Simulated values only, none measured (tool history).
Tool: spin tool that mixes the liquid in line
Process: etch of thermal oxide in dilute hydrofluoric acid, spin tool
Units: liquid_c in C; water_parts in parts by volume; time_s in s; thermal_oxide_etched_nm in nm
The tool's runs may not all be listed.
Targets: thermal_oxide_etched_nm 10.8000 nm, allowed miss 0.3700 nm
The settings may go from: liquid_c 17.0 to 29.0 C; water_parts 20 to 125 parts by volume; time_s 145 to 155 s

run	hour	liquid_c	water_parts	time_s	thermal_oxide_etched_nm
1	0.0	21.0	70	145	7.9165
2	2.1	22.0	70	145	8.3083
3	3.0	19.5	70	145	7.4476
4	6.7	21.0	70	145	7.9866
5	10.7	21.0	70	145	7.9895
6	19.3	21.0	70	155	8.5702
7	26.5	22.0	70	155	8.7963
8	31.2	23.0	70	155	9.2712
9	33.2	23.5	70	155	9.5515
10	34.7	24.0	70	155	9.7517
11	36.2	24.5	70	155	9.8045

Which of these 5 next moves meets every target?
A	37.7	27.5	60	145	?
B	37.7	24.0	60	145	?
C	37.7	24.0	60	155	?
D	37.7	17.0	55	145	?
E	37.7	26.5	75	155	?

move	thermal_oxide_etched_nm
A	12.1650
B	10.5660
C	11.2950
D	8.6375
E	9.7929
A: takes the result that was furthest off past its target
B: meets every target
C: takes the result that was furthest off past its target
D: further off than the last run
E: as far off as the last run
The right move is B.
